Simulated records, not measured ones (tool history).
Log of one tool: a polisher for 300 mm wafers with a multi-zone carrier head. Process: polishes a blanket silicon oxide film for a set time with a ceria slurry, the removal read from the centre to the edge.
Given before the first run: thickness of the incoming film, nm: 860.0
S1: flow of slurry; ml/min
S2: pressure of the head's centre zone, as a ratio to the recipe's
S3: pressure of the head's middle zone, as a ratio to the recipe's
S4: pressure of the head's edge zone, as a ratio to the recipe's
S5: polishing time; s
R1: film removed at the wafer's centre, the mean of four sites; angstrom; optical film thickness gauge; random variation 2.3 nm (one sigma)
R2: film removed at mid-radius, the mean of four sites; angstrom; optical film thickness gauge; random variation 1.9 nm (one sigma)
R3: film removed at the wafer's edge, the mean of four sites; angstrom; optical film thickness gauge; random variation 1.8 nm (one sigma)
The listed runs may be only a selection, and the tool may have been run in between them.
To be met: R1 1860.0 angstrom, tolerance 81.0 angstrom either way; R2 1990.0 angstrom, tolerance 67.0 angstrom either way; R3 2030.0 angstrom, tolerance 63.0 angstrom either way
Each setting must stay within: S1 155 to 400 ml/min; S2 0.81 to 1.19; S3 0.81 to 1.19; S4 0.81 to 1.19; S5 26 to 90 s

run 1 day=0.000 | S1=255 S2=1.00 S3=1.00 S4=1.00 S5=58 | R1=2895.4 R2=2946.0 R3=2909.5
run 2 day=0.292 | S1=250 S2=0.97 S3=0.98 S4=0.98 S5=54 | R1=2581.7 R2=2656.8 R3=2661.1
run 3 day=0.312 | S1=250 S2=0.97 S3=0.98 S4=1.04 S5=54 | R1=2561.4 R2=2654.2 R3=2810.9
run 4 day=0.462 | S1=250 S2=0.97 S3=0.98 S4=1.13 S5=54 | R1=2565.4 R2=2676.0 R3=2828.9
run 5 day=0.496 | S1=250 S2=0.97 S3=1.05 S4=1.13 S5=54 | R1=2614.1 R2=2852.2 R3=2907.9
run 6 day=0.862 | S1=250 S2=0.96 S3=1.03 S4=1.09 S5=51 | R1=2358.1 R2=2642.8 R3=2649.8
run 7 day=1.021 | S1=250 S2=0.96 S3=1.01 S4=1.06 S5=49 | R1=2284.8 R2=2503.8 R3=2512.4
run 8 day=1.275 | S1=225 S2=0.86 S3=0.91 S4=0.96 S5=41 | R1=1720.6 R2=1893.2 R3=1971.9
run 9 day=1.362 | S1=235 S2=0.87 S3=0.91 S4=0.96 S5=41 | R1=1715.0 R2=1904.1 R3=1972.6
run 10 day=1.721 | S1=240 S2=0.88 S3=0.91 S4=0.96 S5=41 | R1=1753.7 R2=1910.9 R3=1990.1
run 11 day=1.829 | S1=245 S2=0.89 S3=0.91 S4=0.96 S5=41 | R1=1835.4 R2=1887.3 R3=2017.6

Exercise: of the 5 proposed moves below, exactly one satisfies all targets within the stated allowed misses. Which move is it?
run A day=1.938 | S1=360 S2=0.99 S3=0.82 S4=1.08 S5=37 | R1=? R2=? R3=?
run B day=1.938 | S1=215 S2=0.94 S3=0.91 S4=1.03 S5=39 | R1=? R2=? R3=?
run C day=1.938 | S1=220 S2=0.92 S3=0.81 S4=0.98 S5=40 | R1=? R2=? R3=?
run D day=1.938 | S1=190 S2=0.89 S3=0.92 S4=0.90 S5=44 | R1=? R2=? R3=?
run E day=1.938 | S1=230 S2=0.89 S3=0.84 S4=0.99 S5=42 | R1=? R2=? R3=?

move=A R1=1896.0 R2=1675.9 R3=1966.5
move=B R1=1776.5 R2=1792.0 R3=1932.5
move=C R1=1788.9 R2=1698.8 R3=1942.3
move=D R1=1853.8 R2=1996.9 R3=2013.9
move=E R1=1830.1 R2=1842.0 R3=2058.7
A: its largest miss is bigger than the last run's
B: its largest miss is bigger than the last run's
C: its largest miss is bigger than the last run's
D: hits every target within its allowed miss
E: its largest miss is bigger than the last run's
Answer: D
